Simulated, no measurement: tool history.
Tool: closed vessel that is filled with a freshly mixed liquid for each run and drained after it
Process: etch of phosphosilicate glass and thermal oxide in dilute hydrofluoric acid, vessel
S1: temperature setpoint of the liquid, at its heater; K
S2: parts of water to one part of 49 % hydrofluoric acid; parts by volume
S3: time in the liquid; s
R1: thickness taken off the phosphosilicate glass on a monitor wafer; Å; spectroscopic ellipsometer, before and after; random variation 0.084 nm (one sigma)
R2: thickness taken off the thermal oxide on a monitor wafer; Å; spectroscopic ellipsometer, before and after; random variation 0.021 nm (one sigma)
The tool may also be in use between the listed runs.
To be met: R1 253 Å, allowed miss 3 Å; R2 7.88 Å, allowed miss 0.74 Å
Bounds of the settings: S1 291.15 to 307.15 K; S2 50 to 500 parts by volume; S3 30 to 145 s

run,hour,S1,S2,S3,R1,R2
1,0,299.15,275,75,294.71,9.822
2,8.8,295.65,275,75,260.92,8.5081
3,15.3,295.15,275,75,257.38,7.7297
4,21.7,295.15,275,90,308.58,9.6384
5,27.5,294.65,275,90,302.71,9.4682
6,35.7,297.15,275,90,328.84,10.432
# hour 44.7: hydrofluoric acid flow meter replaced
7,44.7,296.65,275,90,360.38,11.185
8,45.8,296.15,275,90,353.7,10.484
9,50.4,295.65,280,90,340.93,10.844
10,58.3,295.15,285,90,327.6,9.7057
11,59.2,292.15,330,90,243.83,7.5433
12,62.6,292.65,330,90,245.42,7.6922
13,66.9,292.65,330,90,246.46,7.8157
14,70.9,292.65,330,90,246.74,7.7748

4 next moves are on the table. One of them brings every result within its allowed miss. Which?
A,74.9,299.65,500,120,?,?
B,74.9,294.15,360,100,?,?
C,74.9,297.15,425,110,?,?
D,74.9,299.65,500,125,?,?

move,R1,R2
A,237.12,7.248
B,259.28,7.9256
C,252.51,7.7185
D,246.99,7.55
A: further off than the last run
B: takes the result that was furthest off past its target
C: meets every target
D: as far off as the last run
Move C is the one to make.
